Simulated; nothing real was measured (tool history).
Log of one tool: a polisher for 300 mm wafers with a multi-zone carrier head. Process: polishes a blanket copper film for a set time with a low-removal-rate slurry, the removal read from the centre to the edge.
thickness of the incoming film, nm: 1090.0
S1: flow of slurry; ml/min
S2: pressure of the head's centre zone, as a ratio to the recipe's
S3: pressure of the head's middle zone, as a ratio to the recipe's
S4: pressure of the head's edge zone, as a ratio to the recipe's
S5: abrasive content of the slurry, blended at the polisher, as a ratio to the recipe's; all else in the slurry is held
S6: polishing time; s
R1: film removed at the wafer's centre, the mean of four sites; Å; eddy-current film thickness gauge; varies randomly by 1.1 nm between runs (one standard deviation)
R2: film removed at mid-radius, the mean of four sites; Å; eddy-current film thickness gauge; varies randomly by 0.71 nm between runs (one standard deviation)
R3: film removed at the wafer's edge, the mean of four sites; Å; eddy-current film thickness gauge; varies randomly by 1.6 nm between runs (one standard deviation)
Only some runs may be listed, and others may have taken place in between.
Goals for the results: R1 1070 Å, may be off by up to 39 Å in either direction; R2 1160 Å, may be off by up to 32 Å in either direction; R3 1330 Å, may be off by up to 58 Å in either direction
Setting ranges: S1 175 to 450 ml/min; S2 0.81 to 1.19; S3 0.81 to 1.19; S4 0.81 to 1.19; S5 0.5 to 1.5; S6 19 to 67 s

run	hour	S1	S2	S3	S4	S5	S6	R1	R2	R3
1	0	290	1	1	1	1	43	1002.1	971.13	1033.6
2	8.5	290	0.94	1	1	1	43	912.38	975.45	1028.9
3	16.9	235	0.94	1	1	1	43	904.81	927.15	990.21
4	22.6	250	0.94	1	1.02	1.05	43	908.04	951.32	1007.9
5	30.4	250	0.94	1	1.02	1.25	43	959.27	1002.9	1054.5
6	34.7	190	0.94	1	1.02	1.25	43	877.01	926.41	1011.6
7	41.5	205	0.93	0.99	1.04	1.3	43	880.96	953.42	1046.5
8	43.4	220	0.93	0.99	1.06	1.3	43	915.22	966.61	1045.2
9	50.4	225	0.92	0.98	1.06	1.3	44	924.93	968.02	1105.7
10	55.1	240	0.92	0.98	1.07	1.3	44	925.07	1000.5	1115.3
11	60.1	255	0.92	0.98	1.08	1.3	44	969.25	1012.3	1147.1
12	62	335	0.86	1.07	1.18	1.4	44	975.02	1161.6	1227.4
13	64.5	340	0.86	1.06	1.18	1.4	44	970.22	1155.5	1252.9
# hour 68.4: slurry nozzle cleaned
14	68.4	380	0.93	1.01	1.19	1.5	44	1146.5	1212.4	1368.4
15	70.4	375	0.93	1.01	1.19	1.5	44	1156.9	1217.5	1333.6
16	74.3	370	0.93	1.01	1.19	1.5	44	1145.8	1209.6	1353.1
17	76.2	365	0.93	1.01	1.19	1.5	44	1166.4	1219.3	1345.1
18	84.5	360	0.92	1.01	1.19	1.5	44	1129.6	1203.9	1357.1
19	87.2	355	0.92	1.01	1.19	1.5	44	1118.2	1216.8	1349.8
20	95.3	350	0.92	1.01	1.19	1.5	44	1121.2	1215.2	1336.4
21	96.9	350	0.92	1	1.19	1.5	44	1138.4	1203.6	1320.9

Next run, 5 choices. One meets every target within its allowed miss, the rest don't. Which?
A	98.5	190	1	1	1.19	1.5	46	?	?	?
B	98.5	315	0.94	0.96	1.19	1.5	44	?	?	?
C	98.5	450	0.82	0.91	1.03	0.8	52	?	?	?
D	98.5	280	1	0.99	1.19	1.5	43	?	?	?
E	98.5	450	0.82	0.86	1.1	1.1	54	?	?	?

move	R1	R2	R3
A	1197.4	1163.1	1289.7
B	1162.5	1153.1	1300.6
C	1070.9	1164	1275.3
D	1192.6	1141.5	1258.3
E	1194.5	1239.3	1466.9
A: misses by more than the last run did
B: misses by more than the last run did
C: each result inside its tolerance
D: misses by more than the last run did
E: misses by more than the last run did
C is the move that brings every result within its allowed miss.

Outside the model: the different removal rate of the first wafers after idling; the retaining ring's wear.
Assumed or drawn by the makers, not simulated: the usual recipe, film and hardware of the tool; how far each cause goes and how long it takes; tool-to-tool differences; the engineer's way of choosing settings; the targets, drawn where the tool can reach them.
